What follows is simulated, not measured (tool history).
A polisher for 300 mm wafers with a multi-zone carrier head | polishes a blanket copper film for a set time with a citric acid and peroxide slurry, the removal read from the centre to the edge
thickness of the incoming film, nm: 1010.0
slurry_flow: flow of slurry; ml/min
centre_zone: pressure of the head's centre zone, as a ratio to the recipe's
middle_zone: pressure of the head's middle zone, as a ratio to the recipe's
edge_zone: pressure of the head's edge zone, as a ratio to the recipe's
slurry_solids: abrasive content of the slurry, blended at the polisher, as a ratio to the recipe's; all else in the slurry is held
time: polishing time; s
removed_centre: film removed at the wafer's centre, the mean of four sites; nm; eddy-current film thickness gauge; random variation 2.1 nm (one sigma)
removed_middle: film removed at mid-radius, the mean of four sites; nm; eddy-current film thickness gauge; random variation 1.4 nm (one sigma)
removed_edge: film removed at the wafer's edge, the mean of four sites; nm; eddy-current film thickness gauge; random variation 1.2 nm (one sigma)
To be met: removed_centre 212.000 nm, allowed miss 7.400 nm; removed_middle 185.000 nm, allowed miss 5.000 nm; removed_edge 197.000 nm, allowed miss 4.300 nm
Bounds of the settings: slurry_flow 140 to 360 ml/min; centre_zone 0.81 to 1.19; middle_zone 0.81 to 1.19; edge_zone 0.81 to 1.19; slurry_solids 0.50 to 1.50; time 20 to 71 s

{"run": 1, "day": 0.0, "slurry_flow": 230, "centre_zone": 1.0, "middle_zone": 1.0, "edge_zone": 1.0, "slurry_solids": 1.0, "time": 45, "removed_centre": 128.22, "removed_middle": 123.76, "removed_edge": 132.0}
{"run": 2, "day": 0.292, "slurry_flow": 230, "centre_zone": 1.0, "middle_zone": 1.0, "edge_zone": 1.0, "slurry_solids": 1.0, "time": 34, "removed_centre": 93.847, "removed_middle": 95.033, "removed_edge": 98.862}
{"run": 3, "day": 0.483, "slurry_flow": 195, "centre_zone": 1.0, "middle_zone": 1.0, "edge_zone": 1.0, "slurry_solids": 1.0, "time": 34, "removed_centre": 94.122, "removed_middle": 91.78, "removed_edge": 98.319}
{"run": 4, "day": 0.838, "slurry_flow": 195, "centre_zone": 1.0, "middle_zone": 1.0, "edge_zone": 0.94, "slurry_solids": 1.0, "time": 34, "removed_centre": 91.906, "removed_middle": 91.833, "removed_edge": 93.926}
{"run": 5, "day": 0.871, "slurry_flow": 215, "centre_zone": 1.04, "middle_zone": 1.03, "edge_zone": 1.01, "slurry_solids": 1.15, "time": 39, "removed_centre": 115.86, "removed_middle": 111.3, "removed_edge": 114.39}
{"run": 6, "day": 1.1, "slurry_flow": 215, "centre_zone": 1.04, "middle_zone": 1.03, "edge_zone": 1.01, "slurry_solids": 1.05, "time": 39, "removed_centre": 113.87, "removed_middle": 110.69, "removed_edge": 114.62}
{"run": 7, "day": 1.208, "slurry_flow": 220, "centre_zone": 1.07, "middle_zone": 1.05, "edge_zone": 1.06, "slurry_solids": 1.15, "time": 43, "removed_centre": 130.82, "removed_middle": 124.68, "removed_edge": 131.38}
{"day": 1.283, "done": "edge zone pressure recalibrated"}
{"run": 8, "day": 1.283, "slurry_flow": 240, "centre_zone": 1.1, "middle_zone": 1.06, "edge_zone": 1.09, "slurry_solids": 1.25, "time": 46, "removed_centre": 145.27, "removed_middle": 141.11, "removed_edge": 137.34}

Which of these 4 next moves meets every target?
{"run": "A", "day": 1.358, "slurry_flow": 260, "centre_zone": 1.17, "middle_zone": 1.08, "edge_zone": 1.03, "slurry_solids": 1.25, "time": 65, "removed_centre": "?", "removed_middle": "?", "removed_edge": "?"}
{"run": "B", "day": 1.358, "slurry_flow": 140, "centre_zone": 0.88, "middle_zone": 0.82, "edge_zone": 1.19, "slurry_solids": 0.75, "time": 44, "removed_centre": "?", "removed_middle": "?", "removed_edge": "?"}
{"run": "C", "day": 1.358, "slurry_flow": 350, "centre_zone": 1.08, "middle_zone": 1.14, "edge_zone": 1.07, "slurry_solids": 1.5, "time": 57, "removed_centre": "?", "removed_middle": "?", "removed_edge": "?"}
{"run": "D", "day": 1.358, "slurry_flow": 195, "centre_zone": 1.14, "middle_zone": 1.0, "edge_zone": 1.13, "slurry_solids": 1.35, "time": 65, "removed_centre": "?", "removed_middle": "?", "removed_edge": "?"}

move=A removed_centre=219.890 removed_middle=205.090 removed_edge=191.360
move=B removed_centre=93.208 removed_middle=92.320 removed_edge=119.790
move=C removed_centre=190.540 removed_middle=200.640 removed_edge=180.650
move=D removed_centre=208.750 removed_middle=187.910 removed_edge=198.040
A: nearer than the last run, and not there yet
B: further off than the last run
C: nearer than the last run, and not there yet
D: meets every target
The right move is D.
